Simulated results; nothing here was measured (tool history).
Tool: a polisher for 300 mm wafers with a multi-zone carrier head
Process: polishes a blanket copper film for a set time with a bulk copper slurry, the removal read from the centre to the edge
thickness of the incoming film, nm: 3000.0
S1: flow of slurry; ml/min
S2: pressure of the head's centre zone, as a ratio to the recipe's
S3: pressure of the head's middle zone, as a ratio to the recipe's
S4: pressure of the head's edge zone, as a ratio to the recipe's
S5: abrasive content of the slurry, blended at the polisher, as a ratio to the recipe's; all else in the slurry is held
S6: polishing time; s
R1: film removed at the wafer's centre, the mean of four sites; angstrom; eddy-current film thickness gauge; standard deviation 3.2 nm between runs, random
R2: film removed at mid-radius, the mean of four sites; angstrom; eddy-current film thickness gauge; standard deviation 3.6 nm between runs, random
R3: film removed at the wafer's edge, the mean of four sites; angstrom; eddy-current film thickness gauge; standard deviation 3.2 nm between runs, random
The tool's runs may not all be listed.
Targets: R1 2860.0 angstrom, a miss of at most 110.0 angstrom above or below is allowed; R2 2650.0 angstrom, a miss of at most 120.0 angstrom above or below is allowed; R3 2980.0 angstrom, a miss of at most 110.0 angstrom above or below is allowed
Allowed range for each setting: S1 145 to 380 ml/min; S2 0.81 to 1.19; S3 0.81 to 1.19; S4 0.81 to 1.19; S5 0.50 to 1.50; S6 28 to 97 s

{"run": 1, "hour": 0.0, "S1": 245, "S2": 1.0, "S3": 1.0, "S4": 1.0, "S5": 1.0, "S6": 62, "R1": 4803.8, "R2": 4739.2, "R3": 4754.4}
{"run": 2, "hour": 5.7, "S1": 240, "S2": 0.99, "S3": 0.97, "S4": 0.99, "S5": 0.9, "S6": 58, "R1": 4336.6, "R2": 4238.2, "R3": 4310.6}
{"run": 3, "hour": 14.4, "S1": 240, "S2": 0.99, "S3": 0.97, "S4": 0.99, "S5": 1.05, "S6": 58, "R1": 4453.8, "R2": 4327.0, "R3": 4441.3}
{"run": 4, "hour": 20.9, "S1": 235, "S2": 0.98, "S3": 0.94, "S4": 0.98, "S5": 0.95, "S6": 55, "R1": 4111.7, "R2": 3870.3, "R3": 4183.0}
{"run": 5, "hour": 28.2, "S1": 235, "S2": 0.98, "S3": 0.89, "S4": 0.98, "S5": 0.95, "S6": 55, "R1": 4029.0, "R2": 3706.6, "R3": 4180.3}
{"run": 6, "hour": 29.4, "S1": 235, "S2": 0.98, "S3": 0.89, "S4": 0.9, "S5": 0.95, "S6": 55, "R1": 4026.1, "R2": 3695.8, "R3": 4048.1}
{"run": 7, "hour": 32.7, "S1": 235, "S2": 0.97, "S3": 0.88, "S4": 0.89, "S5": 0.9, "S6": 52, "R1": 3798.3, "R2": 3472.7, "R3": 3803.2}
{"run": 8, "hour": 37.2, "S1": 230, "S2": 0.96, "S3": 0.87, "S4": 0.88, "S5": 0.85, "S6": 50, "R1": 3555.0, "R2": 3297.4, "R3": 3562.6}
{"run": 9, "hour": 39.3, "S1": 230, "S2": 0.96, "S3": 0.87, "S4": 0.88, "S5": 0.85, "S6": 50, "R1": 3583.0, "R2": 3308.8, "R3": 3502.7}
{"run": 10, "hour": 44.6, "S1": 205, "S2": 0.9, "S3": 0.81, "S4": 0.88, "S5": 0.6, "S6": 43, "R1": 2744.4, "R2": 2478.0, "R3": 2841.1}
{"run": 11, "hour": 53.3, "S1": 205, "S2": 0.9, "S3": 0.81, "S4": 0.88, "S5": 0.6, "S6": 43, "R1": 2720.4, "R2": 2427.1, "R3": 2888.0}
{"run": 12, "hour": 60.7, "S1": 210, "S2": 0.9, "S3": 0.82, "S4": 0.88, "S5": 0.6, "S6": 43, "R1": 2671.7, "R2": 2488.2, "R3": 2834.6}
{"run": 13, "hour": 69.5, "S1": 215, "S2": 0.91, "S3": 0.83, "S4": 0.89, "S5": 0.6, "S6": 43, "R1": 2786.6, "R2": 2569.2, "R3": 2918.8}

Which of these 5 next moves meets every target?
{"run": "A", "hour": 78.3, "S1": 230, "S2": 0.91, "S3": 0.82, "S4": 0.88, "S5": 0.65, "S6": 44, "R1": "?", "R2": "?", "R3": "?"}
{"run": "B", "hour": 78.3, "S1": 230, "S2": 0.9, "S3": 0.87, "S4": 0.86, "S5": 0.7, "S6": 40, "R1": "?", "R2": "?", "R3": "?"}
{"run": "C", "hour": 78.3, "S1": 155, "S2": 0.99, "S3": 0.83, "S4": 0.94, "S5": 0.5, "S6": 44, "R1": "?", "R2": "?", "R3": "?"}
{"run": "D", "hour": 78.3, "S1": 190, "S2": 0.9, "S3": 0.84, "S4": 0.91, "S5": 0.6, "S6": 43, "R1": "?", "R2": "?", "R3": "?"}
{"run": "E", "hour": 78.3, "S1": 195, "S2": 0.84, "S3": 0.81, "S4": 0.91, "S5": 0.6, "S6": 45, "R1": "?", "R2": "?", "R3": "?"}

move=A R1=2877.6 R2=2647.4 R3=2979.7
move=B R1=2613.4 R2=2551.6 R3=2705.4
move=C R1=2801.7 R2=2410.9 R3=2823.1
move=D R1=2662.0 R2=2534.5 R3=2861.2
move=E R1=2611.2 R2=2587.2 R3=3005.5
A: each result inside its tolerance
B: meets the target for the result that was furthest off, but another lies outside its allowed miss
C: further off than the last run
D: meets the target for the result that was furthest off, but another lies outside its allowed miss
E: meets the target for the result that was furthest off, but another lies outside its allowed miss
Go with A: it meets all targets.
